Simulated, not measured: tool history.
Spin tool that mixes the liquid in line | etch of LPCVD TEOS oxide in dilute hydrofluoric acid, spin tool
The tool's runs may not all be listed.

run  hour  temperature setpoint of the liquid (°C)  parts of water to one part of 49 % hydrofluoric acid (parts by volume)  time under the liquid (s)  thickness taken off the LPCVD TEOS oxide on a monitor wafer (Å)
  1     0                                       26                                                                     280                         80                                                           83.003
  2   7.9                                       27                                                                     265                         80                                                           92.478
  3  12.2                                       28                                                                     255                         80                                                           100.39
  4  16.3                                     28.5                                                                     245                         80                                                           106.49
  5  25.3                                       29                                                                     235                         80                                                           114.91
  6  28.7                                       29                                                                     235                         85                                                           122.88
  7  32.1                                       33                                                                     170                         85                                                           208.93

The next listed run, before its measurement:
  8  40.8                                     32.5                                                                     170                         85                                                                ?

{"run 8": {"thickness taken off the LPCVD TEOS oxide on a monitor wafer (Å)": 206.02}}
